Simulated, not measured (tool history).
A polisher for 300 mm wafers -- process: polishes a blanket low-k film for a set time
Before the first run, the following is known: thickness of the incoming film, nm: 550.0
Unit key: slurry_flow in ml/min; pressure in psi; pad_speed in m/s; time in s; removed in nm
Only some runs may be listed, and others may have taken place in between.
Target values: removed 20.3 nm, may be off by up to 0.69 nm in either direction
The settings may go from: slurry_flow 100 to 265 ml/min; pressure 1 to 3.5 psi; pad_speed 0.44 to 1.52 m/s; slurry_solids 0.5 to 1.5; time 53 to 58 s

run 1 hour=0 | slurry_flow=170 pressure=2.2 pad_speed=0.98 slurry_solids=1 time=58 | removed=24.406
run 2 hour=8 | slurry_flow=150 pressure=2.2 pad_speed=0.98 slurry_solids=1 time=58 | removed=23.981
run 3 hour=10.3 | slurry_flow=150 pressure=2.2 pad_speed=0.98 slurry_solids=1 time=53 | removed=21.743
run 4 hour=10.9 | slurry_flow=150 pressure=2.2 pad_speed=0.98 slurry_solids=1.2 time=53 | removed=23.056
run 5 hour=16.7 | slurry_flow=150 pressure=2.2 pad_speed=0.98 slurry_solids=1.4 time=53 | removed=24.414
run 6 hour=23.7 | slurry_flow=145 pressure=2.1 pad_speed=0.98 slurry_solids=1.4 time=53 | removed=23.069
run 7 hour=26.3 | slurry_flow=140 pressure=2 pad_speed=0.98 slurry_solids=1.4 time=53 | removed=21.858
run 8 hour=31.6 | slurry_flow=140 pressure=2 pad_speed=0.98 slurry_solids=1.4 time=53 | removed=21.581

4 next moves are on the table. One of them brings every result within its allowed miss. Which?
run A hour=36.9 | slurry_flow=130 pressure=1.7 pad_speed=0.96 slurry_solids=1.35 time=55 | removed=?
run B hour=36.9 | slurry_flow=100 pressure=1.9 pad_speed=0.94 slurry_solids=1.5 time=53 | removed=?
run C hour=36.9 | slurry_flow=105 pressure=1.8 pad_speed=1.06 slurry_solids=1.5 time=53 | removed=?
run D hour=36.9 | slurry_flow=100 pressure=2.3 pad_speed=1.06 slurry_solids=1.1 time=53 | removed=?

move=A removed=18.501
move=B removed=19.169
move=C removed=19.797
move=D removed=22.4
A: pushes the last run's worst result past its target
B: pushes the last run's worst result past its target
C: meets every target
D: lands further from the targets than the last run did
The right move is C.

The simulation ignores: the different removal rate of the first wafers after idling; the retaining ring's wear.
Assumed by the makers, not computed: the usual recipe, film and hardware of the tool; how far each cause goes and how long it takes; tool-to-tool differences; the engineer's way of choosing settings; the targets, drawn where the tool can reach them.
